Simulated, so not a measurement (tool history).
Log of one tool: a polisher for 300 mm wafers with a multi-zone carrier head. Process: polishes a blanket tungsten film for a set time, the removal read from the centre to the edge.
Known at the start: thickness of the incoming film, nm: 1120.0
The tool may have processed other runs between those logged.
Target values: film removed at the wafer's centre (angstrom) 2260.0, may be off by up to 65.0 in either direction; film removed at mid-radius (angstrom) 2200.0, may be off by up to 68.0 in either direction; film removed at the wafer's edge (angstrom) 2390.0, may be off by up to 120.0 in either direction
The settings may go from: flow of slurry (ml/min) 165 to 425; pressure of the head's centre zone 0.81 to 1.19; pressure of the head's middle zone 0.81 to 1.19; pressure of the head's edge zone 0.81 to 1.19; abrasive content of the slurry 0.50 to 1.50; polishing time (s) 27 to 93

run  hour  flow of slurry (ml/min)  pressure of the head's centre zone  pressure of the head's middle zone  pressure of the head's edge zone  abrasive content of the slurry  polishing time (s)  film removed at the wafer's centre (angstrom)  film removed at mid-radius (angstrom)  film removed at the wafer's edge (angstrom)
  1   0.0                      275                                1.00                                1.00                              1.00                            1.00                  59                                         3026.3                                 3042.3                                       2973.5
  2   8.6                      275                                1.00                                1.00                              0.97                            1.00                  59                                         3048.8                                 3030.2                                       2928.7
  3  14.5                      245                                1.00                                1.00                              0.97                            1.00                  59                                         3055.7                                 3028.8                                       2927.4
  4  19.5                      245                                0.97                                0.97                              0.96                            0.90                  58                                         2747.7                                 2809.9                                       2772.6
  5  24.8                      245                                0.96                                0.94                              0.95                            0.85                  58                                         2635.5                                 2709.9                                       2708.8
  6  33.8                      245                                0.96                                1.02                              0.95                            0.85                  58                                         2669.3                                 2811.8                                       2695.5
  7  42.2                      240                                0.96                                0.98                              0.95                            0.75                  58                                         2538.7                                 2637.7                                       2580.3
  8  46.8                      215                                0.92                                0.88                              0.92                            0.65                  57                                         2172.4                                 2314.2                                       2319.6

Pick the move, out of 5, that brings all results within their allowed miss; only one does.
  A  51.4                      280                                0.92                                0.81                              0.95                            0.55                  61                                              ?                                      ?                                            ?
  B  51.4                      180                                1.00                                0.81                              0.96                            0.65                  58                                              ?                                      ?                                            ?
  C  51.4                      170                                0.85                                0.81                              1.17                            0.65                  59                                              ?                                      ?                                            ?
  D  51.4                      240                                0.86                                0.81                              0.99                            0.60                  64                                              ?                                      ?                                            ?
  E  51.4                      205                                0.93                                0.98                              0.81                            0.85                  52                                              ?                                      ?                                            ?

move  film removed at the wafer's centre (angstrom)  film removed at mid-radius (angstrom)  film removed at the wafer's edge (angstrom)
   A                                         2217.4                                 2241.3                                       2368.8
   B                                         2387.6                                 2226.7                                       2387.8
   C                                         2049.9                                 2254.5                                       2669.7
   D                                         2240.7                                 2428.0                                       2624.1
   E                                         2251.0                                 2486.2                                       2227.8
A: each result inside its tolerance
B: meets the target for the result that was furthest off, but another lies outside its allowed miss
C: meets the target for the result that was furthest off, but another lies outside its allowed miss
D: misses by more than the last run did
E: misses by more than the last run did
A is the move that brings every result within its allowed miss.
